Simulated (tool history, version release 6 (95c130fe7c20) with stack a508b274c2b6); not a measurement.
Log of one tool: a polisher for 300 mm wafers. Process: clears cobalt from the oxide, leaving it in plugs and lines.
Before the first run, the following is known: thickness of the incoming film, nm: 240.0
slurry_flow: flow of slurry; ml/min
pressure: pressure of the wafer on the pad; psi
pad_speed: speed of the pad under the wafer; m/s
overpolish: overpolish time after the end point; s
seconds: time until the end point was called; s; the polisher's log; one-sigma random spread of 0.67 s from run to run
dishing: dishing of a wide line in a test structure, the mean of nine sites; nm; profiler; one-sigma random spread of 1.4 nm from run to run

run 1 hour=0 | slurry_flow=200 pressure=2.2 pad_speed=1.22 overpolish=28 | seconds=42.798 dishing=67.25
run 2 hour=1.8 | slurry_flow=200 pressure=2 pad_speed=1.22 overpolish=32 | seconds=47.023 dishing=68.213
run 3 hour=2.8 | slurry_flow=200 pressure=1.8 pad_speed=1.22 overpolish=35 | seconds=51.974 dishing=67.443
run 4 hour=8.9 | slurry_flow=200 pressure=2.3 pad_speed=1.22 overpolish=35 | seconds=41.328 dishing=71.579
-- hour=15.1 head pressure recalibrated
run 5 hour=15.1 | slurry_flow=160 pressure=2.3 pad_speed=1.22 overpolish=35 | seconds=44.494 dishing=72.289
run 6 hour=21.3 | slurry_flow=160 pressure=2.3 pad_speed=1.52 overpolish=35 | seconds=36.092 dishing=72.519

Run 7, settings as shown, results not yet in. Your forecast:
run 7 hour=27 | slurry_flow=155 pressure=2 pad_speed=1.5 overpolish=38 | seconds=? dishing=?

seconds: 42.173 s
dishing: 73.994 nm

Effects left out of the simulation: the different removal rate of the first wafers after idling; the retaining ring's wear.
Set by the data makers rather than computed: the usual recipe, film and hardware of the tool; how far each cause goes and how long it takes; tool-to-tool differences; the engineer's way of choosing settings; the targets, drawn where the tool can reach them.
